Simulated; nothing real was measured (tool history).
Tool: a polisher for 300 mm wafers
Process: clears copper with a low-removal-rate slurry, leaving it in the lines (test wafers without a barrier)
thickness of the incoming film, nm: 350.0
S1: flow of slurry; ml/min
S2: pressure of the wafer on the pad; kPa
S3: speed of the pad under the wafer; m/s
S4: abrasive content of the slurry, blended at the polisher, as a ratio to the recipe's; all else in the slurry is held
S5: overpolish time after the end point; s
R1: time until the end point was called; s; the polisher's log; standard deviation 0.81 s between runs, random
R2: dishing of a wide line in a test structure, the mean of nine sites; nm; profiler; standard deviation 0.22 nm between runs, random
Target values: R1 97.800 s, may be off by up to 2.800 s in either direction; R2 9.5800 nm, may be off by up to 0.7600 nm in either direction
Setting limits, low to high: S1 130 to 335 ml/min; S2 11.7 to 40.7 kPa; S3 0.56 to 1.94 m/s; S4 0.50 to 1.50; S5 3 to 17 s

Run 1, hour 0.0: S1 215 ml/min, S2 26.2 kPa, S3 1.24 m/s, S4 1.00, S5 9 s. Result: R1 85.202 s, R2 23.2670 nm.
Run 2, hour 2.3: S1 215 ml/min, S2 24.8 kPa, S3 1.24 m/s, S4 1.00, S5 7 s. Result: R1 87.160 s, R2 17.5860 nm.
Run 3, hour 7.9: S1 215 ml/min, S2 24.8 kPa, S3 1.06 m/s, S4 1.00, S5 7 s. Result: R1 102.110 s, R2 15.3370 nm.
Run 4, hour 11.0: S1 220 ml/min, S2 24.8 kPa, S3 1.06 m/s, S4 1.00, S5 6 s. Result: R1 102.390 s, R2 13.3670 nm.
Run 5, hour 12.8: S1 220 ml/min, S2 24.8 kPa, S3 1.06 m/s, S4 1.00, S5 4 s. Result: R1 102.440 s, R2 9.2340 nm.
Run 6, hour 18.0: S1 220 ml/min, S2 24.8 kPa, S3 1.06 m/s, S4 1.00, S5 6 s. Result: R1 101.640 s, R2 13.0810 nm.
Run 7, hour 19.6: S1 225 ml/min, S2 24.8 kPa, S3 1.06 m/s, S4 1.00, S5 5 s. Result: R1 101.540 s, R2 11.0230 nm.
Run 8, hour 27.7: S1 230 ml/min, S2 24.8 kPa, S3 1.06 m/s, S4 1.00, S5 5 s. Result: R1 102.320 s, R2 11.3800 nm.
Run 9, hour 34.8: S1 230 ml/min, S2 25.5 kPa, S3 1.06 m/s, S4 1.00, S5 5 s. Result: R1 98.386 s, R2 11.4880 nm.

Which one of the following 5 next-run settings gets every result inside its allowed miss? There is exactly one.
Run A, hour 41.9: S1 280 ml/min, S2 16.5 kPa, S3 1.52 m/s, S4 1.30, S5 4 s. Result: R1 ?, R2 ?.
Run B, hour 41.9: S1 225 ml/min, S2 27.6 kPa, S3 0.96 m/s, S4 0.95, S5 5 s. Result: R1 ?, R2 ?.
Run C, hour 41.9: S1 245 ml/min, S2 20.0 kPa, S3 1.20 m/s, S4 1.20, S5 5 s. Result: R1 ?, R2 ?.
Run D, hour 41.9: S1 245 ml/min, S2 27.6 kPa, S3 1.02 m/s, S4 1.00, S5 6 s. Result: R1 ?, R2 ?.
Run E, hour 41.9: S1 240 ml/min, S2 29.6 kPa, S3 0.82 m/s, S4 1.25, S5 5 s. Result: R1 ?, R2 ?.

move       R1       R2
   A   97.604   9.7015
   B  102.870  11.4460
   C  105.970  11.0900
   D   94.872  14.5780
   E  103.680  11.3720
A: all results land within tolerance of their targets
B: just as far off the targets as the last run
C: lands further from the targets than the last run did
D: lands further from the targets than the last run did
E: an improvement on the last run, though not all results are within tolerance
The right move is A.

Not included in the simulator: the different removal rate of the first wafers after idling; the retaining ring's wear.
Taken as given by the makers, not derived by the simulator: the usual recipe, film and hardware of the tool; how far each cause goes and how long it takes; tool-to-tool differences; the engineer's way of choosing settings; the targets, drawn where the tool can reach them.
